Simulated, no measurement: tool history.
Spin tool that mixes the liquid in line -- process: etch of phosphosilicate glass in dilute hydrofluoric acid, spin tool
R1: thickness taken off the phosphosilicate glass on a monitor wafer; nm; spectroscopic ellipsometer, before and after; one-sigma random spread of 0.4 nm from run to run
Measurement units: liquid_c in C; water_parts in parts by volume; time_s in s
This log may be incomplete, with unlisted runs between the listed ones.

{"run": 1, "hour": 0.0, "liquid_c": 25.0, "water_parts": 195, "time_s": 190, "R1": 51.677}
{"run": 2, "hour": 2.9, "liquid_c": 26.0, "water_parts": 190, "time_s": 190, "R1": 55.125}
{"run": 3, "hour": 3.9, "liquid_c": 26.0, "water_parts": 145, "time_s": 190, "R1": 76.122}
{"run": 4, "hour": 5.6, "liquid_c": 26.0, "water_parts": 190, "time_s": 190, "R1": 55.1}
{"run": 5, "hour": 13.6, "liquid_c": 26.0, "water_parts": 190, "time_s": 190, "R1": 55.359}
{"run": 6, "hour": 20.2, "liquid_c": 27.0, "water_parts": 185, "time_s": 190, "R1": 58.904}
{"run": 7, "hour": 28.0, "liquid_c": 28.0, "water_parts": 180, "time_s": 190, "R1": 63.017}
{"run": 8, "hour": 32.3, "liquid_c": 28.5, "water_parts": 175, "time_s": 190, "R1": 66.929}
{"run": 9, "hour": 36.6, "liquid_c": 29.0, "water_parts": 175, "time_s": 190, "R1": 67.268}
{"run": 10, "hour": 39.8, "liquid_c": 29.5, "water_parts": 175, "time_s": 190, "R1": 69.101}

What will run 11 give?
{"run": 11, "hour": 46.3, "liquid_c": 30.0, "water_parts": 175, "time_s": 190, "R1": "?"}

Run 11 produced R1 70.164 nm.
